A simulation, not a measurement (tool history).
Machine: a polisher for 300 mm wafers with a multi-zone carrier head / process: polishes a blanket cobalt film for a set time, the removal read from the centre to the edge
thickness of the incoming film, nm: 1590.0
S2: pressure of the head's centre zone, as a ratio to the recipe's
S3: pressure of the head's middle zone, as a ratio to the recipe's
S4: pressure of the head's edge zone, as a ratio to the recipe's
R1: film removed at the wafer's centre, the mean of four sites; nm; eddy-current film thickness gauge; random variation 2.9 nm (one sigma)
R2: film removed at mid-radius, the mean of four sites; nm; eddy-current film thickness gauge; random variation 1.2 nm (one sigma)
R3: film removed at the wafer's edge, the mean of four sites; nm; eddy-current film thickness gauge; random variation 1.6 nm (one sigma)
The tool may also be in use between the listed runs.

Run 1, hour 0.0: flow of slurry (ml/min) 205, S2 1.00, S3 1.00, S4 1.00, polishing time (s) 47. Result: R1 248.78 nm, R2 250.86 nm, R3 259.05 nm.
Run 2, hour 4.5: flow of slurry (ml/min) 200, S2 1.02, S3 0.98, S4 0.96, polishing time (s) 43. Result: R1 237.26 nm, R2 226.69 nm, R3 227.95 nm.
Run 3, hour 12.8: flow of slurry (ml/min) 200, S2 1.08, S3 0.98, S4 0.96, polishing time (s) 43. Result: R1 256.49 nm, R2 229.27 nm, R3 233.12 nm.
Run 4, hour 16.4: flow of slurry (ml/min) 200, S2 1.08, S3 0.98, S4 0.96, polishing time (s) 51. Result: R1 300.34 nm, R2 268.84 nm, R3 274.31 nm.
Run 5, hour 18.7: flow of slurry (ml/min) 200, S2 1.08, S3 0.98, S4 0.91, polishing time (s) 51. Result: R1 298.97 nm, R2 270.99 nm, R3 269.29 nm.
Run 6, hour 25.3: flow of slurry (ml/min) 190, S2 1.06, S3 0.95, S4 0.89, polishing time (s) 46. Result: R1 270.94 nm, R2 234.76 nm, R3 238.77 nm.
Run 7, hour 26.1: flow of slurry (ml/min) 190, S2 1.04, S3 0.94, S4 0.88, polishing time (s) 42. Result: R1 236.34 nm, R2 213.85 nm, R3 216.44 nm.
Run 8, hour 30.0: flow of slurry (ml/min) 185, S2 1.04, S3 0.92, S4 0.87, polishing time (s) 40. Result: R1 227.29 nm, R2 203.18 nm, R3 202.65 nm.
Run 9, hour 35.8: flow of slurry (ml/min) 175, S2 1.03, S3 0.89, S4 0.86, polishing time (s) 39. Result: R1 212.46 nm, R2 194.12 nm, R3 195.50 nm.
Run 10, hour 37.8: flow of slurry (ml/min) 175, S2 1.04, S3 0.87, S4 0.86, polishing time (s) 38. Result: R1 208.66 nm, R2 183.10 nm, R3 190.46 nm.
Run 11, hour 44.5: flow of slurry (ml/min) 170, S2 1.04, S3 0.86, S4 0.85, polishing time (s) 37. Result: R1 206.08 nm, R2 181.17 nm, R3 183.61 nm.
Run 12, hour 48.5: flow of slurry (ml/min) 165, S2 1.04, S3 0.85, S4 0.85, polishing time (s) 37. Result: R1 204.56 nm, R2 178.01 nm, R3 182.48 nm.

What does the tool deliver on the next run?
Run 13, hour 49.9: flow of slurry (ml/min) 160, S2 1.04, S3 0.84, S4 0.85, polishing time (s) 37. Result: R1 ?, R2 ?, R3 ?.

{"run 13": {"R1": 200.6, "R2": 172.39, "R3": 182.88}}

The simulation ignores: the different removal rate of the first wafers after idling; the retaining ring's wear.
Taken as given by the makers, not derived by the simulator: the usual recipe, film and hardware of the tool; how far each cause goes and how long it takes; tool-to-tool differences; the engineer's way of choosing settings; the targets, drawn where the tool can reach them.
